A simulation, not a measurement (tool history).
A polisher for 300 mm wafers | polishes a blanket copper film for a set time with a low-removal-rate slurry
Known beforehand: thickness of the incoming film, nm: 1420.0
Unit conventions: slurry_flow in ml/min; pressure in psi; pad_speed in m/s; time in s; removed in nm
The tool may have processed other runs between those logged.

run	hour	slurry_flow	pressure	pad_speed	slurry_solids	time	removed
1	0	195	3.1	0.96	1	62	184.03
2	7.8	195	3.1	0.96	1	62	191.86
3	15.6	195	2.8	0.96	1	62	175.93
4	21.1	195	2.8	0.96	1.1	62	173.08
5	27	230	2.8	0.96	1.1	62	181.8
6	30.3	230	2.8	1.16	1.1	62	214.06
# hour 37.8: slurry blender recalibrated
7	37.8	225	2.4	1.14	1.1	62	197.55

Expected results for the next run?
8	45.4	220	2.1	1.08	1.1	62	?

removed: 174.1 nm
